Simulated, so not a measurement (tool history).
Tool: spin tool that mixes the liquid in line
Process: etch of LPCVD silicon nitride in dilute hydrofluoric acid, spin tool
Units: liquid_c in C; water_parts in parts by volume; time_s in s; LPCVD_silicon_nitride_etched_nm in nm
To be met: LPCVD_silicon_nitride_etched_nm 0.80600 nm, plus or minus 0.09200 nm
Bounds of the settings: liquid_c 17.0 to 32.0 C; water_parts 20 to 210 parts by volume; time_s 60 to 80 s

| run | hour | liquid_c | water_parts | time_s | LPCVD_silicon_nitride_etched_nm |
|---|---|---|---|---|---|
| 1 | 0.0 | 24.0 | 115 | 80 | 0.35552 |
| 2 | 0.5 | 24.0 | 115 | 60 | 0.26232 |
| 3 | 9.0 | 24.0 | 115 | 80 | 0.35727 |
| 4 | 16.5 | 25.5 | 100 | 80 | 0.44585 |
| 5 | 18.0 | 28.0 | 100 | 80 | 0.56375 |
| 6 | 25.9 | 29.0 | 95 | 80 | 0.59368 |
| 7 | 32.3 | 29.5 | 90 | 80 | 0.60742 |
| 8 | 34.9 | 30.0 | 85 | 80 | 0.69397 |

Next run, 4 choices. One meets every target within its allowed miss, the rest don't. Which?
| A | 37.5 | 28.5 | 70 | 80 | ? |
| B | 37.5 | 31.5 | 110 | 80 | ? |
| C | 37.5 | 32.0 | 80 | 60 | ? |
| D | 37.5 | 31.5 | 80 | 60 | ? |

| move | LPCVD_silicon_nitride_etched_nm |
|---|---|
| A | 0.74551 |
| B | 0.57254 |
| C | 0.61095 |
| D | 0.59214 |
A: all results land within tolerance of their targets
B: further off than the last run
C: further off than the last run
D: further off than the last run
Correct choice: A, which meets every target

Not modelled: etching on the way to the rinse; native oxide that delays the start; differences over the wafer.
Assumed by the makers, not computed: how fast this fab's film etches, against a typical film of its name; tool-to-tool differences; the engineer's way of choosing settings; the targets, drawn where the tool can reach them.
